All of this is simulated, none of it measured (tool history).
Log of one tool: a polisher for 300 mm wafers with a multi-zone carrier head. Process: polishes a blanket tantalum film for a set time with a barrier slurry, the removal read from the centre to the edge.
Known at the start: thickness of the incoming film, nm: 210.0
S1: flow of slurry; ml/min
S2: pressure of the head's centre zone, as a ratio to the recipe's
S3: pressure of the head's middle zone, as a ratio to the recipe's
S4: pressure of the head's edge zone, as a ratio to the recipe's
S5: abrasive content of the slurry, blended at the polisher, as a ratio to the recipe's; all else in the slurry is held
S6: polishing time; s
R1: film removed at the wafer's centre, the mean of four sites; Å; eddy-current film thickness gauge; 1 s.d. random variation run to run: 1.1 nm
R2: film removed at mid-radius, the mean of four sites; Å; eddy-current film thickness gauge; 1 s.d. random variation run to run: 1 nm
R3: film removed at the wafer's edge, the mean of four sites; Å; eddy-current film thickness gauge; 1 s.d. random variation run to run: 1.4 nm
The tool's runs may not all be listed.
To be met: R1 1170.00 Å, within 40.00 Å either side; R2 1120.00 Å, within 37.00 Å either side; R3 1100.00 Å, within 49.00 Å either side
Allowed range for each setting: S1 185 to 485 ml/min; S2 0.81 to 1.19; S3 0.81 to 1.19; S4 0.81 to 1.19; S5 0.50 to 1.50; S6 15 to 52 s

run,day,S1,S2,S3,S4,S5,S6,R1,R2,R3
1,0.000,310,1.00,1.00,1.00,1.00,33,874.87,870.03,860.61
2,0.171,310,1.01,1.01,1.02,1.05,33,871.36,897.85,887.44
3,0.362,310,1.01,1.01,0.98,1.05,33,882.81,882.06,873.01
4,0.725,315,1.03,1.02,0.99,1.10,33,919.33,901.76,887.64
5,0.812,315,1.03,1.02,0.99,0.90,33,877.57,855.58,824.95
6,1.096,320,1.05,1.03,1.00,1.00,33,917.07,882.23,862.44
# day 1.446: slurry nozzle cleaned
7,1.446,345,1.15,1.13,1.10,1.25,34,1114.10,1072.40,1005.80
8,1.742,345,1.15,1.13,1.11,1.25,34,1132.60,1073.40,960.94
9,1.829,345,1.14,1.12,1.11,1.30,34,1091.30,1071.20,1016.90
10,2.117,375,1.18,1.13,1.16,1.45,34,1189.90,1122.30,1045.40
11,2.312,375,1.17,1.12,1.16,1.45,34,1185.20,1102.50,1030.40
12,2.554,370,1.16,1.12,1.16,1.45,34,1178.50,1112.50,1042.90
13,2.592,365,1.15,1.11,1.16,1.45,34,1158.20,1112.70,1024.30

Of the 5 settings listed for the next run, only one would bring every result within its allowed miss of target. Which one?
A,2.629,425,1.10,1.07,1.14,1.35,36,?,?,?
B,2.629,360,1.17,1.15,1.12,1.50,32,?,?,?
C,2.629,405,1.00,1.01,1.14,1.35,37,?,?,?
D,2.629,300,1.19,1.19,1.19,1.50,32,?,?,?
E,2.629,470,1.02,0.99,1.13,1.35,40,?,?,?

move,R1,R2,R3
A,1163.70,1130.70,1097.80
B,1112.60,1080.90,982.65
C,1082.50,1103.80,1126.60
D,1116.00,1098.80,991.59
E,1205.40,1183.70,1223.30
A: every result lands within tolerance
B: moves away from the targets compared with the last run
C: puts the biggest miss on target and leaves a different result outside tolerance
D: moves away from the targets compared with the last run
E: pushes the last run's worst result past its target
Move A is the one to make.
